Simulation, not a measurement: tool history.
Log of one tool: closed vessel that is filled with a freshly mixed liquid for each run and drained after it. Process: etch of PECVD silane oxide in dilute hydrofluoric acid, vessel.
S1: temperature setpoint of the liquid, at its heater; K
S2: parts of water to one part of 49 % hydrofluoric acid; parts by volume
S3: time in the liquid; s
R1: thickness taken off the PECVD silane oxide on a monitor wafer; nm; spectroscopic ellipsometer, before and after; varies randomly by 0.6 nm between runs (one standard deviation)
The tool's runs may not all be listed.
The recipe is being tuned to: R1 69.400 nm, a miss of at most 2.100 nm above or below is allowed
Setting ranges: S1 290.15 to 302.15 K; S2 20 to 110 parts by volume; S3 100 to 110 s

run 1 hour=0.0 | S1=294.15 S2=60 S3=100 | R1=44.492
run 2 hour=0.9 | S1=296.15 S2=60 S3=100 | R1=48.559
run 3 hour=4.4 | S1=299.65 S2=60 S3=100 | R1=55.651
run 4 hour=10.9 | S1=299.65 S2=75 S3=100 | R1=43.963
run 5 hour=20.0 | S1=300.15 S2=70 S3=100 | R1=47.367
run 6 hour=25.6 | S1=300.65 S2=65 S3=100 | R1=52.930
run 7 hour=34.5 | S1=301.15 S2=60 S3=100 | R1=58.933
run 8 hour=43.8 | S1=301.65 S2=60 S3=100 | R1=60.996

Next run, 4 choices. One meets every target within its allowed miss, the rest don't. Which?
run A hour=53.1 | S1=302.15 S2=55 S3=110 | R1=?
run B hour=53.1 | S1=300.65 S2=55 S3=100 | R1=?
run C hour=53.1 | S1=302.15 S2=50 S3=100 | R1=?
run D hour=53.1 | S1=301.65 S2=55 S3=105 | R1=?

move=A R1=74.809
move=B R1=64.020
move=C R1=75.341
move=D R1=69.990
A: takes the result that was furthest off past its target
B: nearer the targets than the last run, but a result is still out of spec
C: takes the result that was furthest off past its target
D: each result inside its tolerance
Go with D: it meets all targets.
